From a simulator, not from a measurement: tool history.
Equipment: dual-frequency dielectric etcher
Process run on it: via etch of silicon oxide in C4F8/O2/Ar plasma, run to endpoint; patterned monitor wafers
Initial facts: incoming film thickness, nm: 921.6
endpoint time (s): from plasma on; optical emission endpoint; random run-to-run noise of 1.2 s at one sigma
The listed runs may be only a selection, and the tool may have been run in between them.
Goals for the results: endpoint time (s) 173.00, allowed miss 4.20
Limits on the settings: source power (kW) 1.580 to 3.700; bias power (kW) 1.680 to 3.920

run,hour,source power (kW),bias power (kW),endpoint time (s)
1,0.0,2.640,2.800,145.40
2,7.3,2.960,2.800,137.27
3,8.7,3.190,2.800,131.10
4,11.4,2.810,2.800,139.90
5,17.2,2.700,2.767,144.61
6,19.7,2.610,2.745,147.65
7,20.3,2.530,2.727,151.45
8,21.4,2.470,2.716,152.33
9,26.1,2.410,2.702,157.67
10,34.4,2.370,2.696,157.90
11,36.4,2.330,2.689,159.74
12,38.6,2.300,2.683,163.47
13,40.5,2.280,2.680,163.13
14,47.3,1.900,2.544,191.41
15,50.3,1.930,2.547,191.22
16,52.4,2.460,2.778,153.64

Which single option among these 5 for the next run brings every result within its allowed miss of target? Just one does.
A,54.5,2.950,3.271,?
B,54.5,3.100,2.316,?
C,54.5,2.650,3.207,?
D,54.5,2.170,2.492,?
E,54.5,2.100,2.297,?

move,endpoint time (s)
A,129.31
B,139.04
C,138.88
D,171.58
E,180.13
A: misses by more than the last run did
B: misses by more than the last run did
C: misses by more than the last run did
D: in spec on every target
E: the result that was furthest off in the last run now lies on the other side of its target
Move D is the one to make.
